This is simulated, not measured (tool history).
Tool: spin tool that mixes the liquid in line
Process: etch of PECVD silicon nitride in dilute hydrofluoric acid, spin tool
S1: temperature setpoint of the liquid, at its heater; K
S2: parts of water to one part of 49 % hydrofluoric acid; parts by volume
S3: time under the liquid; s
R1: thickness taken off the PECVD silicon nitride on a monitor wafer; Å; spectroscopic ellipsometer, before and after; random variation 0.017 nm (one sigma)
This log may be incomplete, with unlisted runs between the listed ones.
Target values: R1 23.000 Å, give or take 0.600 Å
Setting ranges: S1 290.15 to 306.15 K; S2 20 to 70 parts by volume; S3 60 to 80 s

Run 1, hour 0.0: S1 298.15 K, S2 40 parts by volume, S3 80 s. Result: R1 44.262 Å.
Run 2, hour 1.6: S1 295.65 K, S2 40 parts by volume, S3 80 s. Result: R1 37.689 Å.
Run 3, hour 5.0: S1 293.65 K, S2 40 parts by volume, S3 80 s. Result: R1 32.269 Å.
Run 4, hour 10.3: S1 293.65 K, S2 30 parts by volume, S3 80 s. Result: R1 42.471 Å.
Run 5, hour 16.5: S1 293.65 K, S2 30 parts by volume, S3 80 s. Result: R1 43.301 Å.
Run 6, hour 23.0: S1 290.15 K, S2 30 parts by volume, S3 80 s. Result: R1 33.618 Å.
Run 7, hour 24.5: S1 290.15 K, S2 35 parts by volume, S3 80 s. Result: R1 28.925 Å.
Run 8, hour 26.9: S1 290.15 K, S2 40 parts by volume, S3 80 s. Result: R1 25.029 Å.

Which single option among these 5 for the next run brings every result within its allowed miss of target? Just one does.
Run A, hour 29.3: S1 291.65 K, S2 40 parts by volume, S3 65 s. Result: R1 ?.
Run B, hour 29.3: S1 291.65 K, S2 45 parts by volume, S3 80 s. Result: R1 ?.
Run C, hour 29.3: S1 290.65 K, S2 35 parts by volume, S3 65 s. Result: R1 ?.
Run D, hour 29.3: S1 291.15 K, S2 45 parts by volume, S3 80 s. Result: R1 ?.
Run E, hour 29.3: S1 290.15 K, S2 35 parts by volume, S3 60 s. Result: R1 ?.

move      R1
   A  22.594
   B  24.806
   C  23.963
   D  23.955
   E  21.352
A: meets every target
B: gains on the last run, yet a result remains outside its allowed miss
C: gains on the last run, yet a result remains outside its allowed miss
D: gains on the last run, yet a result remains outside its allowed miss
E: takes the biggest miss from the last run beyond its target
The move that meets every target is A.
